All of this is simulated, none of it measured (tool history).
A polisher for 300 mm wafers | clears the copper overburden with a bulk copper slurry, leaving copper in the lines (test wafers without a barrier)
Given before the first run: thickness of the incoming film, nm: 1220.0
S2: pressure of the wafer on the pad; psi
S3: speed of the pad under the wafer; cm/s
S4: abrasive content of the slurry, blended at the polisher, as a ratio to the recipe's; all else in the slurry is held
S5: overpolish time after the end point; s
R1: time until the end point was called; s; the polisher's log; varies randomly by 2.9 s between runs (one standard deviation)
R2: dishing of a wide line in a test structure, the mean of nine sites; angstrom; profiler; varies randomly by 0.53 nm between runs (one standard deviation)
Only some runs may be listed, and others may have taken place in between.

run 1 hour=0 | flow_of_slurry_(ml/min)=180 S2=2.9 S3=110 S4=1 S5=15 | R1=116.23 R2=1011.4
run 2 hour=4.9 | flow_of_slurry_(ml/min)=180 S2=2.4 S3=112 S4=1 S5=12 | R1=140.8 R2=726.4
run 3 hour=9.5 | flow_of_slurry_(ml/min)=180 S2=3.1 S3=112 S4=1 S5=12 | R1=111.75 R2=885.77
run 4 hour=15.4 | flow_of_slurry_(ml/min)=200 S2=3.1 S3=112 S4=1 S5=12 | R1=107.32 R2=897.38
run 5 hour=18.1 | flow_of_slurry_(ml/min)=155 S2=3.1 S3=112 S4=1 S5=12 | R1=114.74 R2=867.74
run 6 hour=21.1 | flow_of_slurry_(ml/min)=175 S2=3.1 S3=112 S4=1 S5=12 | R1=107.7 R2=923.27
run 7 hour=22.4 | flow_of_slurry_(ml/min)=205 S2=2.6 S3=114 S4=0.95 S5=10 | R1=129.29 R2=692.62

Expected results for the next run?
run 8 hour=25.2 | flow_of_slurry_(ml/min)=230 S2=2.2 S3=122 S4=0.8 S5=8 | R1=? R2=?

{"run 8": {"R1": 144.84, "R2": 500.56}}
